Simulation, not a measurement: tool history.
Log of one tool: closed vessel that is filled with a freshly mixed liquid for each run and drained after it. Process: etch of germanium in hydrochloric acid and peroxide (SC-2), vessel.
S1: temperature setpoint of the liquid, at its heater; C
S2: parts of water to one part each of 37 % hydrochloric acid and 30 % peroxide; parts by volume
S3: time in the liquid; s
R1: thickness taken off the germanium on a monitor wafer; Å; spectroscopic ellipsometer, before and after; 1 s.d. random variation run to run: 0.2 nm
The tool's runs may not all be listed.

run 1 hour=0 | S1=64 S2=6 S3=30 | R1=634.95
run 2 hour=8.6 | S1=61 S2=6 S3=30 | R1=578.11
run 3 hour=12.2 | S1=67 S2=6 S3=30 | R1=689.87
run 4 hour=18.6 | S1=62.5 S2=6 S3=30 | R1=602.92
run 5 hour=22.6 | S1=62.5 S2=8 S3=30 | R1=590.97
run 6 hour=28.5 | S1=59.5 S2=8 S3=30 | R1=542.47
run 7 hour=33.7 | S1=57 S2=8 S3=30 | R1=506.89
run 8 hour=41.6 | S1=55.5 S2=8 S3=30 | R1=480.94

What will run 9 give?
run 9 hour=46 | S1=54.5 S2=8 S3=30 | R1=?

{"run 9": {"R1": 468.51}}
